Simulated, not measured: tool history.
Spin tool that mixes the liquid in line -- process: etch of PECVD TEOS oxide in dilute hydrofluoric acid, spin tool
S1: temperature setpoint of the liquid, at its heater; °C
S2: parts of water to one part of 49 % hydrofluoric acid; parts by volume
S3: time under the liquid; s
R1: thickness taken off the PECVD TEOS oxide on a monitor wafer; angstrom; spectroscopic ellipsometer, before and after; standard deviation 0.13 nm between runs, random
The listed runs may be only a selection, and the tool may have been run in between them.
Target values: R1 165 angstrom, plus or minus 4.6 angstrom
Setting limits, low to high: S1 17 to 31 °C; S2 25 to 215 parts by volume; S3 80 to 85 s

run,hour,S1,S2,S3,R1
1,0,23,120,80,99.565
2,3.4,25,115,80,115.95
3,9.3,26.5,115,80,122.25
4,16.4,27.5,110,80,132.47
5,19,28.5,105,80,143.29
6,19.8,29,105,80,146.78
7,28.7,29.5,105,80,150.9
8,37.3,30,105,80,152.35

Below are 4 possible settings for the next run. Only one of them brings all results inside the allowed miss of their targets. Which is it?
A,45.9,28.5,110,80,?
B,45.9,29,95,80,?
C,45.9,29.5,110,80,?
D,45.9,31,115,80,?

move,R1
A,136.01
B,163.82
C,141.21
D,141.79
A: further off than the last run
B: every result within its allowed miss
C: further off than the last run
D: further off than the last run
B meets every target.
